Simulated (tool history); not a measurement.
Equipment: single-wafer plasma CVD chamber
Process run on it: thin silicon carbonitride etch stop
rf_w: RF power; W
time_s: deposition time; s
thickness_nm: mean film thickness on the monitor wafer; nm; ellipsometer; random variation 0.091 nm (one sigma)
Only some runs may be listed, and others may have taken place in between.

run,hour,rf_w,time_s,thickness_nm
1,0.0,255,21.3,13.098
2,5.1,270,22.0,13.611
3,13.5,275,22.8,14.338
4,22.2,285,23.1,14.413
5,24.4,315,23.1,14.911
# hour 26.5: RF generator calibrated
6,26.5,300,23.1,14.887
7,32.5,305,23.2,14.950
8,36.9,310,23.3,15.066

What will run 9 give?
9,39.2,315,23.4,?

thickness_nm: 15.170 nm
